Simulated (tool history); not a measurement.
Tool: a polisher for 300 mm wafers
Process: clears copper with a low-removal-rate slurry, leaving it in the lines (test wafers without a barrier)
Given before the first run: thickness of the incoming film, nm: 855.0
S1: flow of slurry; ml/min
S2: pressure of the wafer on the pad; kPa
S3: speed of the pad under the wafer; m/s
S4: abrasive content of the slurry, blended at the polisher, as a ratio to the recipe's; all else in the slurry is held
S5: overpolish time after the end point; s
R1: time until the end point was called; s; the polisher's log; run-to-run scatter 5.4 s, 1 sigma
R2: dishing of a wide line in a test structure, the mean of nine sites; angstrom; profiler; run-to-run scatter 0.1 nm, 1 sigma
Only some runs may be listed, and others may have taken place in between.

| run | hour | S1 | S2 | S3 | S4 | S5 | R1 | R2 |
|---|---|---|---|---|---|---|---|---|
| 1 | 0 | 155 | 29 | 1.26 | 1 | 8 | 150.93 | 268.62 |
| 2 | 2.9 | 155 | 22.8 | 1.26 | 1 | 8 | 187.83 | 211.04 |
| 3 | 9.8 | 155 | 22.8 | 1.42 | 1 | 8 | 163.98 | 233.05 |
| 4 | 17.5 | 155 | 22.8 | 1.22 | 1 | 8 | 191.53 | 204.01 |
| 5 | 24.8 | 155 | 22.8 | 1.22 | 1 | 5 | 193.41 | 130.94 |
| 6 | 33.1 | 155 | 21.4 | 1.2 | 1 | 5 | 216.54 | 121.56 |
| 7 | 41.8 | 155 | 20.7 | 1.2 | 1 | 5 | 218.41 | 120.23 |
| 8 | 42.6 | 155 | 20.7 | 1.2 | 1 | 5 | 216.17 | 120.64 |
| 9 | 50 | 155 | 20 | 1.2 | 1 | 5 | 229.04 | 115.61 |
| 10 | 54.7 | 155 | 20 | 1.2 | 1 | 5 | 226.22 | 116.35 |
| 11 | 58.8 | 155 | 19.3 | 1.2 | 1 | 5 | 239.16 | 110.23 |
| 12 | 64.5 | 155 | 18.6 | 1.2 | 1 | 5 | 237.67 | 106.89 |

For run 13, what comes out?
| 13 | 72.1 | 155 | 18.6 | 1.2 | 1 | 5 | ? | ? |

{"run 13": {"R1": 233.85, "R2": 107.94}}
